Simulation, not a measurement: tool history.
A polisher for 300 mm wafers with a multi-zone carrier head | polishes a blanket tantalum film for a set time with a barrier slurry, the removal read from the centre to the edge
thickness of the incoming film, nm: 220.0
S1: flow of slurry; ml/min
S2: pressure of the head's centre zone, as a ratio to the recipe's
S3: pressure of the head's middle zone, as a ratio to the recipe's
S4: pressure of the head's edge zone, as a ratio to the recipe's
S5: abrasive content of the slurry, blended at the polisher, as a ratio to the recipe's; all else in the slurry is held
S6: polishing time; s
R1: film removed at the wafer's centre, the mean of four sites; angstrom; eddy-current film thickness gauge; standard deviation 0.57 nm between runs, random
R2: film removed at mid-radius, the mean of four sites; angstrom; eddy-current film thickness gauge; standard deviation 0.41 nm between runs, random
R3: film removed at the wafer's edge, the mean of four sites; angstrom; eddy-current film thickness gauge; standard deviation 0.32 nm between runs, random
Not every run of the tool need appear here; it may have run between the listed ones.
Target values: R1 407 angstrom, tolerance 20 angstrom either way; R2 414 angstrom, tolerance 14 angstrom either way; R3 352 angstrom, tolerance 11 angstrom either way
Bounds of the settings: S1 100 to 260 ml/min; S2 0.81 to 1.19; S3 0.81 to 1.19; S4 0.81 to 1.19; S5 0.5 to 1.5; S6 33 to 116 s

Run 1, day 0: S1 165 ml/min, S2 1, S3 1, S4 1, S5 1, S6 74 s. Result: R1 541.78 angstrom, R2 551.21 angstrom, R3 541.7 angstrom.
Run 2, day 0.046: S1 140 ml/min, S2 1, S3 1, S4 1, S5 1, S6 74 s. Result: R1 530.56 angstrom, R2 536.63 angstrom, R3 528.63 angstrom.
Run 3, day 0.146: S1 140 ml/min, S2 1, S3 1, S4 1, S5 1, S6 82 s. Result: R1 581.6 angstrom, R2 586.56 angstrom, R3 593.2 angstrom.
Run 4, day 0.304: S1 105 ml/min, S2 1, S3 1, S4 1, S5 1, S6 82 s. Result: R1 541.82 angstrom, R2 537.66 angstrom, R3 553.05 angstrom.
Run 5, day 0.488: S1 110 ml/min, S2 1.01, S3 1.01, S4 0.97, S5 0.9, S6 78 s. Result: R1 502.59 angstrom, R2 517.31 angstrom, R3 510.43 angstrom.
Run 6, day 0.779: S1 110 ml/min, S2 1.01, S3 1.01, S4 0.97, S5 1.1, S6 78 s. Result: R1 545.98 angstrom, R2 541.08 angstrom, R3 546.81 angstrom.
Run 7, day 0.879: S1 145 ml/min, S2 1.11, S3 1.06, S4 0.87, S5 0.85, S6 59 s. Result: R1 444.99 angstrom, R2 418.07 angstrom, R3 375.24 angstrom.
Run 8, day 1.054: S1 145 ml/min, S2 1.11, S3 1.06, S4 0.87, S5 0.85, S6 59 s. Result: R1 442.69 angstrom, R2 420.84 angstrom, R3 371.87 angstrom.
Run 9, day 1.358: S1 140 ml/min, S2 1.1, S3 1.07, S4 0.86, S5 0.85, S6 59 s. Result: R1 430.85 angstrom, R2 421.49 angstrom, R3 375.7 angstrom.
Run 10, day 1.692: S1 140 ml/min, S2 1.11, S3 1.12, S4 0.81, S5 0.65, S6 58 s. Result: R1 384.81 angstrom, R2 382.62 angstrom, R3 321.82 angstrom.
Run 11, day 1.829: S1 145 ml/min, S2 1.11, S3 1.12, S4 0.82, S5 0.65, S6 58 s. Result: R1 387.84 angstrom, R2 385.14 angstrom, R3 319.81 angstrom.
Run 12, day 2.15: S1 150 ml/min, S2 1.1, S3 1.12, S4 0.84, S5 0.65, S6 58 s. Result: R1 381.97 angstrom, R2 387.25 angstrom, R3 328.47 angstrom.
Run 13, day 2.3: S1 195 ml/min, S2 1.12, S3 1.14, S4 0.88, S5 0.7, S6 58 s. Result: R1 440.85 angstrom, R2 430.51 angstrom, R3 350.51 angstrom.
Run 14, day 2.442: S1 190 ml/min, S2 1.11, S3 1.14, S4 0.88, S5 0.7, S6 58 s. Result: R1 435.97 angstrom, R2 420.57 angstrom, R3 359.82 angstrom.

Pick the move, out of 5, that brings all results within their allowed miss; only one does.
Run A, day 2.583: S1 190 ml/min, S2 1.19, S3 1.09, S4 0.81, S5 0.5, S6 71 s. Result: R1 ?, R2 ?, R3 ?.
Run B, day 2.583: S1 135 ml/min, S2 1.19, S3 1.08, S4 0.84, S5 0.9, S6 57 s. Result: R1 ?, R2 ?, R3 ?.
Run C, day 2.583: S1 230 ml/min, S2 1.09, S3 1.14, S4 0.93, S5 0.5, S6 65 s. Result: R1 ?, R2 ?, R3 ?.
Run D, day 2.583: S1 190 ml/min, S2 1.14, S3 1.08, S4 0.97, S5 0.75, S6 57 s. Result: R1 ?, R2 ?, R3 ?.
Run E, day 2.583: S1 190 ml/min, S2 1.05, S3 1.16, S4 0.85, S5 0.7, S6 60 s. Result: R1 ?, R2 ?, R3 ?.

move      R1      R2      R3
   A  478.09  419.39  354.28
   B  469.95  412.48  363.72
   C  416.37  410.52  352.27
   D  454.35  411.58  380.46
   E  430.28  447.26  365.27
A: misses by more than the last run did
B: misses by more than the last run did
C: each result inside its tolerance
D: misses by more than the last run did
E: misses by more than the last run did
The move that meets every target is C.
